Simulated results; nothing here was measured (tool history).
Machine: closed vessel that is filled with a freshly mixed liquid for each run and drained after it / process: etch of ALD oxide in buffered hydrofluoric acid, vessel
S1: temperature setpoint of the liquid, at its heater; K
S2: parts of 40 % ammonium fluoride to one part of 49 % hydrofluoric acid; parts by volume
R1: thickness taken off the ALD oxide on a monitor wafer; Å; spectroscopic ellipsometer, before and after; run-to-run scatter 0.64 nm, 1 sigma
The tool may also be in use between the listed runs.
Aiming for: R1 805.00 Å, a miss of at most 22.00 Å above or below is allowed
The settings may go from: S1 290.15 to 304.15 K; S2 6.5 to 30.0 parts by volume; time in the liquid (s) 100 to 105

Run 1, day 0.000: S1 296.15 K, S2 19.5 parts by volume, time in the liquid (s) 100. Result: R1 1270.10 Å.
Run 2, day 0.275: S1 299.15 K, S2 19.5 parts by volume, time in the liquid (s) 100. Result: R1 1496.80 Å.
Run 3, day 0.354: S1 299.15 K, S2 24.0 parts by volume, time in the liquid (s) 100. Result: R1 1284.90 Å.
Run 4, day 0.642: S1 296.65 K, S2 24.0 parts by volume, time in the liquid (s) 100. Result: R1 1122.00 Å.
Run 5, day 0.875: S1 300.15 K, S2 24.0 parts by volume, time in the liquid (s) 100. Result: R1 1346.20 Å.
Run 6, day 1.204: S1 303.15 K, S2 24.0 parts by volume, time in the liquid (s) 100. Result: R1 1606.70 Å.
Run 7, day 1.283: S1 299.15 K, S2 24.0 parts by volume, time in the liquid (s) 100. Result: R1 1297.20 Å.
At day 1.462: thermometer replaced.
Run 8, day 1.462: S1 299.15 K, S2 24.0 parts by volume, time in the liquid (s) 100. Result: R1 1421.70 Å.
Run 9, day 1.542: S1 296.15 K, S2 26.0 parts by volume, time in the liquid (s) 100. Result: R1 1142.20 Å.
Run 10, day 1.746: S1 294.15 K, S2 27.5 parts by volume, time in the liquid (s) 100. Result: R1 987.89 Å.
Run 11, day 1.800: S1 293.15 K, S2 28.0 parts by volume, time in the liquid (s) 100. Result: R1 923.26 Å.
Run 12, day 1.900: S1 292.15 K, S2 28.0 parts by volume, time in the liquid (s) 100. Result: R1 862.15 Å.
Run 13, day 2.188: S1 291.65 K, S2 28.0 parts by volume, time in the liquid (s) 100. Result: R1 843.02 Å.

4 next moves are on the table. One of them brings every result within its allowed miss. Which?
Run A, day 2.475: S1 292.65 K, S2 30.0 parts by volume, time in the liquid (s) 100. Result: R1 ?.
Run B, day 2.475: S1 290.15 K, S2 26.5 parts by volume, time in the liquid (s) 100. Result: R1 ?.
Run C, day 2.475: S1 290.15 K, S2 28.0 parts by volume, time in the liquid (s) 100. Result: R1 ?.
Run D, day 2.475: S1 290.15 K, S2 25.5 parts by volume, time in the liquid (s) 105. Result: R1 ?.

move      R1
   A  842.98
   B  796.68
   C  766.84
   D  859.12
A: as far off as the last run
B: every result within its allowed miss
C: pushes the last run's worst result past its target
D: its largest miss is bigger than the last run's
Move B is the one to make.

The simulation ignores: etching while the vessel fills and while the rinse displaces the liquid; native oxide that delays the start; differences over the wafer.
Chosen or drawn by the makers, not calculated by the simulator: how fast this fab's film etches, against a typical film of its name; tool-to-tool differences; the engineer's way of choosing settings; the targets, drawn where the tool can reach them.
